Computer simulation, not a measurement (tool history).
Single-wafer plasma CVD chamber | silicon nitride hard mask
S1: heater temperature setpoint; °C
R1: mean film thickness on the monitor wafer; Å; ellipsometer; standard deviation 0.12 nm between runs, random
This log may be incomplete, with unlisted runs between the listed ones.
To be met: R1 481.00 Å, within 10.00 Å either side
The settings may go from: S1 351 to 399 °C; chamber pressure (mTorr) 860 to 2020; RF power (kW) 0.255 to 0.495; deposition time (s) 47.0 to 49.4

{"run": 1, "hour": 0.0, "S1": 375, "chamber pressure (mTorr)": 1440, "RF power (kW)": 0.375, "deposition time (s)": 49.4, "R1": 610.09}
{"run": 2, "hour": 1.4, "S1": 375, "chamber pressure (mTorr)": 1440, "RF power (kW)": 0.375, "deposition time (s)": 49.4, "R1": 614.15}
{"run": 3, "hour": 9.7, "S1": 380, "chamber pressure (mTorr)": 1440, "RF power (kW)": 0.375, "deposition time (s)": 49.4, "R1": 611.81}
{"run": 4, "hour": 18.5, "S1": 380, "chamber pressure (mTorr)": 1440, "RF power (kW)": 0.375, "deposition time (s)": 47.0, "R1": 583.12}
{"hour": 26.8, "done": "capacitance manometer re-zeroed and calibrated"}
{"run": 5, "hour": 26.8, "S1": 391, "chamber pressure (mTorr)": 1440, "RF power (kW)": 0.375, "deposition time (s)": 47.0, "R1": 590.67}
{"run": 6, "hour": 31.2, "S1": 383, "chamber pressure (mTorr)": 1440, "RF power (kW)": 0.375, "deposition time (s)": 47.0, "R1": 589.07}
{"run": 7, "hour": 34.5, "S1": 383, "chamber pressure (mTorr)": 1310, "RF power (kW)": 0.355, "deposition time (s)": 47.0, "R1": 544.09}
{"run": 8, "hour": 38.1, "S1": 383, "chamber pressure (mTorr)": 1210, "RF power (kW)": 0.35, "deposition time (s)": 47.0, "R1": 519.41}
{"run": 9, "hour": 38.6, "S1": 383, "chamber pressure (mTorr)": 1210, "RF power (kW)": 0.35, "deposition time (s)": 47.0, "R1": 520.33}
{"run": 10, "hour": 44.7, "S1": 383, "chamber pressure (mTorr)": 1150, "RF power (kW)": 0.35, "deposition time (s)": 47.0, "R1": 504.22}
{"run": 11, "hour": 47.8, "S1": 383, "chamber pressure (mTorr)": 1120, "RF power (kW)": 0.35, "deposition time (s)": 47.0, "R1": 494.91}
{"run": 12, "hour": 51.8, "S1": 383, "chamber pressure (mTorr)": 1010, "RF power (kW)": 0.345, "deposition time (s)": 47.0, "R1": 456.29}

Pick the move, out of 4, that brings all results within their allowed miss; only one does.
{"run": "A", "hour": 55.8, "S1": 382, "chamber pressure (mTorr)": 990, "RF power (kW)": 0.385, "deposition time (s)": 48.7, "R1": "?"}
{"run": "B", "hour": 55.8, "S1": 393, "chamber pressure (mTorr)": 970, "RF power (kW)": 0.365, "deposition time (s)": 49.4, "R1": "?"}
{"run": "C", "hour": 55.8, "S1": 369, "chamber pressure (mTorr)": 1150, "RF power (kW)": 0.36, "deposition time (s)": 47.0, "R1": "?"}
{"run": "D", "hour": 55.8, "S1": 386, "chamber pressure (mTorr)": 1140, "RF power (kW)": 0.335, "deposition time (s)": 49.4, "R1": "?"}

move=A R1=502.71
move=B R1=482.43
move=C R1=516.09
move=D R1=511.54
A: pushes the last run's worst result past its target
B: each result inside its tolerance
C: pushes the last run's worst result past its target
D: pushes the last run's worst result past its target
Go with B: it meets all targets.

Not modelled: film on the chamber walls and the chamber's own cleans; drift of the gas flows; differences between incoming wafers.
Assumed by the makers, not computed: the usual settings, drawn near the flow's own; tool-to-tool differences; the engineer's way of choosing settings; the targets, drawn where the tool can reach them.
